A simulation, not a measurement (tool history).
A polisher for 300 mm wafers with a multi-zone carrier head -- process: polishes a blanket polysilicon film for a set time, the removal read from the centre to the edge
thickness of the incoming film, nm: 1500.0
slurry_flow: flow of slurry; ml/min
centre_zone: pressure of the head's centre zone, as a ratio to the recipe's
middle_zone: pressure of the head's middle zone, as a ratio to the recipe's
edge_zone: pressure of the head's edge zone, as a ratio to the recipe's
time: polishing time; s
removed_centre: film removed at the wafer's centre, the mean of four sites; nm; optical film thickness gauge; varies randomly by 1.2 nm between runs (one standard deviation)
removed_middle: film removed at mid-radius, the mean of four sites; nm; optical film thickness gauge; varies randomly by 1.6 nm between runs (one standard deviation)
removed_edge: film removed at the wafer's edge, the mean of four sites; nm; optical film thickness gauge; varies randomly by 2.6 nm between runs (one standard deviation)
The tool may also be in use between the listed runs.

run	hour	slurry_flow	centre_zone	middle_zone	edge_zone	time	removed_centre	removed_middle	removed_edge
1	0.0	180	1.00	1.00	1.00	48	292.75	301.02	298.60
2	8.2	170	0.97	0.98	0.99	45	266.34	273.36	275.52
3	16.5	165	0.94	0.97	0.99	42	239.94	247.58	256.28
4	22.8	165	0.94	0.89	0.99	42	238.02	233.93	253.85
5	24.4	165	0.90	0.89	0.99	42	228.97	234.73	261.91
# hour 32.8: worn pad replaced by a new one
6	32.8	160	0.89	0.90	0.98	40	231.39	240.57	259.64
7	36.9	150	0.89	0.92	1.01	37	211.24	224.92	249.81
8	43.4	145	0.88	0.92	0.99	34	190.76	207.20	223.80
9	47.8	140	0.87	0.91	0.98	33	180.51	197.38	216.34

Expected results for the next run?
10	53.9	135	0.86	0.90	0.96	33	?	?	?

{"run 10": {"removed_centre": 178.9, "removed_middle": 189.42, "removed_edge": 209.07}}
